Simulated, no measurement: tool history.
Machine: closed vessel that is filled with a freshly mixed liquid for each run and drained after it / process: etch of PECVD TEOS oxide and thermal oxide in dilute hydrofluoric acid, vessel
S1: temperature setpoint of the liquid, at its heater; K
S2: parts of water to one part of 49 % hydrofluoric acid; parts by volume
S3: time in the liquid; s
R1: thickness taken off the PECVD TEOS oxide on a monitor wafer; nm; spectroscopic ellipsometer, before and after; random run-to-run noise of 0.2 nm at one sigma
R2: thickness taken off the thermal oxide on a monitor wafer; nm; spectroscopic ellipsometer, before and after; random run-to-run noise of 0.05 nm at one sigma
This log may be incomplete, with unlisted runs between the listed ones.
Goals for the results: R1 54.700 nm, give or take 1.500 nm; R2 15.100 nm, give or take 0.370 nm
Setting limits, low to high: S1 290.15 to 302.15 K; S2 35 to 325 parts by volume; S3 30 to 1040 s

{"run": 1, "day": 0.0, "S1": 294.15, "S2": 180, "S3": 530, "R1": 40.676, "R2": 11.307}
{"run": 2, "day": 0.292, "S1": 295.15, "S2": 180, "S3": 530, "R1": 42.706, "R2": 11.765}
{"run": 3, "day": 0.454, "S1": 297.15, "S2": 180, "S3": 530, "R1": 45.783, "R2": 12.688}
{"run": 4, "day": 0.717, "S1": 297.65, "S2": 180, "S3": 530, "R1": 46.508, "R2": 12.798}
{"run": 5, "day": 0.971, "S1": 298.15, "S2": 180, "S3": 530, "R1": 47.444, "R2": 13.089}
{"run": 6, "day": 1.229, "S1": 295.15, "S2": 180, "S3": 530, "R1": 42.198, "R2": 11.672}
{"run": 7, "day": 1.55, "S1": 296.15, "S2": 180, "S3": 530, "R1": 43.972, "R2": 12.083}
{"run": 8, "day": 1.729, "S1": 297.15, "S2": 180, "S3": 530, "R1": 45.988, "R2": 12.537}
{"run": 9, "day": 1.888, "S1": 297.65, "S2": 180, "S3": 530, "R1": 46.764, "R2": 12.811}
{"run": 10, "day": 2.1, "S1": 298.15, "S2": 180, "S3": 530, "R1": 47.366, "R2": 13.107}
{"run": 11, "day": 2.438, "S1": 298.15, "S2": 180, "S3": 530, "R1": 47.524, "R2": 13.118}
{"run": 12, "day": 2.796, "S1": 298.65, "S2": 180, "S3": 530, "R1": 48.466, "R2": 13.353}
{"run": 13, "day": 2.962, "S1": 299.15, "S2": 180, "S3": 530, "R1": 49.113, "R2": 13.566}
{"run": 14, "day": 3.304, "S1": 299.15, "S2": 180, "S3": 530, "R1": 49.234, "R2": 13.582}
{"run": 15, "day": 3.575, "S1": 299.65, "S2": 180, "S3": 530, "R1": 50.02, "R2": 13.771}
{"run": 16, "day": 3.812, "S1": 300.15, "S2": 180, "S3": 530, "R1": 50.988, "R2": 14.014}
{"run": 17, "day": 4.083, "S1": 300.65, "S2": 180, "S3": 530, "R1": 51.84, "R2": 14.417}
{"run": 18, "day": 4.171, "S1": 300.65, "S2": 180, "S3": 530, "R1": 51.62, "R2": 14.395}
{"run": 19, "day": 4.208, "S1": 301.15, "S2": 180, "S3": 530, "R1": 53.046, "R2": 14.629}

Which of these 5 next moves meets every target?
{"run": "A", "day": 4.246, "S1": 301.65, "S2": 145, "S3": 440, "R1": "?", "R2": "?"}
{"run": "B", "day": 4.246, "S1": 300.65, "S2": 160, "S3": 520, "R1": "?", "R2": "?"}
{"run": "C", "day": 4.246, "S1": 294.15, "S2": 195, "S3": 790, "R1": "?", "R2": "?"}
{"run": "D", "day": 4.246, "S1": 299.15, "S2": 165, "S3": 570, "R1": "?", "R2": "?"}
{"run": "E", "day": 4.246, "S1": 300.65, "S2": 205, "S3": 615, "R1": "?", "R2": "?"}

move=A R1=57.629 R2=16.003
move=B R1=58.398 R2=16.216
move=C R1=54.895 R2=15.243
move=D R1=58.386 R2=16.213
move=E R1=51.100 R2=14.190
A: the result that was furthest off in the last run now lies on the other side of its target
B: the result that was furthest off in the last run now lies on the other side of its target
C: each result inside its tolerance
D: the result that was furthest off in the last run now lies on the other side of its target
E: lands further from the targets than the last run did
Answer: C
